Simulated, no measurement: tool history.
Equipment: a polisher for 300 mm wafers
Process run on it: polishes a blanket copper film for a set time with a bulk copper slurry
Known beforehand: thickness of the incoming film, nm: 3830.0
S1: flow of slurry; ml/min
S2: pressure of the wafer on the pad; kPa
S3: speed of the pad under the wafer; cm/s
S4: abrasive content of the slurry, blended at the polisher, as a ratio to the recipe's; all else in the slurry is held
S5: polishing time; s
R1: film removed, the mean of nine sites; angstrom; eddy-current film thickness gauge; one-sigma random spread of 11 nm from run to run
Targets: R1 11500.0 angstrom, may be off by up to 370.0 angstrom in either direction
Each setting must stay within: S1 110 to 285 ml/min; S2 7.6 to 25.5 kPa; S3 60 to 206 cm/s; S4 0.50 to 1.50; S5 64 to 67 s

run,hour,S1,S2,S3,S4,S5,R1
1,0.0,180,16.5,132,1.00,64,7720.8
2,5.7,185,17.2,132,1.00,64,7946.6
3,12.7,185,17.9,132,1.00,64,8186.6
4,13.3,185,17.9,102,1.00,64,6516.6
5,19.2,185,19.3,104,1.00,64,7210.1
6,24.4,185,20.0,106,1.00,64,7576.9
7,26.8,185,20.7,108,1.00,64,7791.7
8,30.5,185,21.4,112,1.00,64,8384.3
9,37.6,185,22.1,114,1.00,64,8875.5

Which single option among these 5 for the next run brings every result within its allowed miss of target? Just one does.
A,44.7,140,18.6,102,1.00,64,?
B,44.7,230,18.6,114,0.85,64,?
C,44.7,185,19.3,104,0.90,65,?
D,44.7,230,21.4,134,1.30,67,?
E,44.7,145,20.0,114,0.95,64,?

move,R1
A,6487.8
B,7532.0
C,7158.7
D,11377.0
E,7668.9
A: its largest miss is bigger than the last run's
B: its largest miss is bigger than the last run's
C: its largest miss is bigger than the last run's
D: in spec on every target
E: its largest miss is bigger than the last run's
Answer: D

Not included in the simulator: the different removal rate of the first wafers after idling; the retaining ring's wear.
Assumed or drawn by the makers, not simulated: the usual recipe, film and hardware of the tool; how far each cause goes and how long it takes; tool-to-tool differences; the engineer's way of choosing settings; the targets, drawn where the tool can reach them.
